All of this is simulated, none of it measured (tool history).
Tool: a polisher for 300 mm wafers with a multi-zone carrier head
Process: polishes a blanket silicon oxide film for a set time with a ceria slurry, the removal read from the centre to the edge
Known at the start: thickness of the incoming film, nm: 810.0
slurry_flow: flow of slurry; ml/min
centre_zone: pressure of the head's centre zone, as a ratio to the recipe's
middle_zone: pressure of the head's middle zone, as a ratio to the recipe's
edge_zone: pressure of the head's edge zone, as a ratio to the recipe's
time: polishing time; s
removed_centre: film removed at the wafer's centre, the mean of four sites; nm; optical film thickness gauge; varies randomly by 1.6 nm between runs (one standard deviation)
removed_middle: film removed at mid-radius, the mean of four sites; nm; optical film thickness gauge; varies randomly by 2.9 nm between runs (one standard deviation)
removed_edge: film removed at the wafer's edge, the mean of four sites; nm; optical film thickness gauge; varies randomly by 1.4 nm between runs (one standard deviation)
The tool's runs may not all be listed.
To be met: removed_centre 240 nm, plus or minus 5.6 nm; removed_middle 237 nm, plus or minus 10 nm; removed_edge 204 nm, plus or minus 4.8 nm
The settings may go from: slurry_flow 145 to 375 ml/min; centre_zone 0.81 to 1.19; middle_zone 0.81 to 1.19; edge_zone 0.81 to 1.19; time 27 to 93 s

{"run": 1, "hour": 0.0, "slurry_flow": 240, "centre_zone": 1, "middle_zone": 1, "edge_zone": 1, "time": 59, "removed_centre": 309.54, "removed_middle": 307.77, "removed_edge": 312.13}
{"run": 2, "hour": 7.3, "slurry_flow": 240, "centre_zone": 1, "middle_zone": 1, "edge_zone": 1, "time": 47, "removed_centre": 242.85, "removed_middle": 241.6, "removed_edge": 252.42}
{"run": 3, "hour": 13.6, "slurry_flow": 240, "centre_zone": 1, "middle_zone": 1, "edge_zone": 0.93, "time": 47, "removed_centre": 246.88, "removed_middle": 247.41, "removed_edge": 241.74}
{"run": 4, "hour": 16.1, "slurry_flow": 240, "centre_zone": 1, "middle_zone": 0.96, "edge_zone": 0.93, "time": 47, "removed_centre": 241.61, "removed_middle": 238.79, "removed_edge": 239.95}
{"run": 5, "hour": 19.8, "slurry_flow": 230, "centre_zone": 1.02, "middle_zone": 0.99, "edge_zone": 0.89, "time": 46, "removed_centre": 241, "removed_middle": 234.55, "removed_edge": 231.9}
{"run": 6, "hour": 26.8, "slurry_flow": 260, "centre_zone": 1.04, "middle_zone": 1.02, "edge_zone": 0.87, "time": 44, "removed_centre": 234.6, "removed_middle": 237.62, "removed_edge": 219.25}
{"run": 7, "hour": 33.9, "slurry_flow": 265, "centre_zone": 1.06, "middle_zone": 1.03, "edge_zone": 0.85, "time": 44, "removed_centre": 240.21, "removed_middle": 239.49, "removed_edge": 219.58}
{"run": 8, "hour": 38.3, "slurry_flow": 270, "centre_zone": 1.08, "middle_zone": 1.05, "edge_zone": 0.84, "time": 43, "removed_centre": 242.4, "removed_middle": 240.97, "removed_edge": 212.99}
{"run": 9, "hour": 39.4, "slurry_flow": 270, "centre_zone": 1.09, "middle_zone": 1.05, "edge_zone": 0.83, "time": 43, "removed_centre": 243.66, "removed_middle": 231.79, "removed_edge": 212.34}
{"run": 10, "hour": 40.2, "slurry_flow": 260, "centre_zone": 1.11, "middle_zone": 1.13, "edge_zone": 0.81, "time": 41, "removed_centre": 232.41, "removed_middle": 240.13, "removed_edge": 198.84}
{"run": 11, "hour": 45.1, "slurry_flow": 265, "centre_zone": 1.11, "middle_zone": 1.12, "edge_zone": 0.82, "time": 41, "removed_centre": 234.4, "removed_middle": 242.78, "removed_edge": 199.17}
{"run": 12, "hour": 48.7, "slurry_flow": 270, "centre_zone": 1.11, "middle_zone": 1.11, "edge_zone": 0.83, "time": 41, "removed_centre": 234.94, "removed_middle": 234.87, "removed_edge": 201.53}
{"run": 13, "hour": 50.7, "slurry_flow": 270, "centre_zone": 1.11, "middle_zone": 1.11, "edge_zone": 0.83, "time": 41, "removed_centre": 233.82, "removed_middle": 236.97, "removed_edge": 198.62}
{"run": 14, "hour": 57.5, "slurry_flow": 270, "centre_zone": 1.11, "middle_zone": 1.1, "edge_zone": 0.84, "time": 41, "removed_centre": 233.07, "removed_middle": 234.3, "removed_edge": 203.26}

Pick the move, out of 4, that brings all results within their allowed miss; only one does.
{"run": "A", "hour": 64.3, "slurry_flow": 300, "centre_zone": 1.08, "middle_zone": 1.13, "edge_zone": 0.86, "time": 39, "removed_centre": "?", "removed_middle": "?", "removed_edge": "?"}
{"run": "B", "hour": 64.3, "slurry_flow": 280, "centre_zone": 1.06, "middle_zone": 1.07, "edge_zone": 0.81, "time": 41, "removed_centre": "?", "removed_middle": "?", "removed_edge": "?"}
{"run": "C", "hour": 64.3, "slurry_flow": 280, "centre_zone": 1.04, "middle_zone": 1.14, "edge_zone": 0.85, "time": 41, "removed_centre": "?", "removed_middle": "?", "removed_edge": "?"}
{"run": "D", "hour": 64.3, "slurry_flow": 270, "centre_zone": 1.1, "middle_zone": 1.07, "edge_zone": 0.81, "time": 42, "removed_centre": "?", "removed_middle": "?", "removed_edge": "?"}

move=A removed_centre=219.58 removed_middle=230.09 removed_edge=195.19
move=B removed_centre=225.54 removed_middle=229.26 removed_edge=198.92
move=C removed_centre=222.25 removed_middle=242.06 removed_edge=203
move=D removed_centre=236.98 removed_middle=233.89 removed_edge=203.16
A: lands further from the targets than the last run did
B: lands further from the targets than the last run did
C: lands further from the targets than the last run did
D: each result inside its tolerance
D meets every target.

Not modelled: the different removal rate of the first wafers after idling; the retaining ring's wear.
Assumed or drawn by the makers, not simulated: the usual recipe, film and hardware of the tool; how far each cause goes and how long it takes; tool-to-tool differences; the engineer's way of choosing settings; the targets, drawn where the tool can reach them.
